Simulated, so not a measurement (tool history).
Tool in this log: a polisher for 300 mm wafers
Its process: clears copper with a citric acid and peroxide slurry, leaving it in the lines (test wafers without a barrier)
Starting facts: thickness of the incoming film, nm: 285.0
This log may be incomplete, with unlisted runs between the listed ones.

| run | hour | flow of slurry (ml/min) | pressure of the wafer on the pad (kPa) | speed of the pad under the wafer (cm/s) | abrasive content of the slurry | overpolish time after the end point (s) | time until the end point was called (s) | dishing of a wide line in a test structure (angstrom) |
|---|---|---|---|---|---|---|---|---|
| 1 | 0 | 190 | 23.4 | 98 | 1 | 18 | 128.69 | 245.18 |
| 2 | 6.5 | 190 | 23.4 | 98 | 1 | 13 | 127.75 | 188.68 |
| 3 | 11.8 | 190 | 20 | 98 | 1 | 13 | 148.57 | 163.32 |
| 4 | 19.5 | 190 | 25.5 | 98 | 1 | 13 | 117.81 | 205.66 |
| 5 | 21.4 | 190 | 25.5 | 98 | 0.85 | 13 | 120.57 | 196.2 |
| 6 | 22.3 | 215 | 25.5 | 98 | 0.85 | 13 | 118.26 | 198.65 |
| 7 | 29.4 | 200 | 18.6 | 94 | 0.85 | 22 | 171.17 | 232.73 |
| 8 | 33.4 | 185 | 13.1 | 94 | 0.85 | 24 | 241.95 | 187.86 |
| 9 | 40.4 | 195 | 13.1 | 94 | 0.85 | 24 | 236.61 | 183.76 |
| 10 | 46.8 | 200 | 13.1 | 94 | 0.85 | 24 | 236.14 | 186.12 |
| 11 | 48.1 | 205 | 13.1 | 94 | 0.85 | 24 | 235.18 | 180.53 |

Estimate the outcome of run 12 from the log above:
| 12 | 53.7 | 210 | 15.9 | 94 | 0.85 | 26 | ? | ? |

{"run 12": {"time until the end point was called (s)": 192.41, "dishing of a wide line in a test structure (angstrom)": 232.12}}
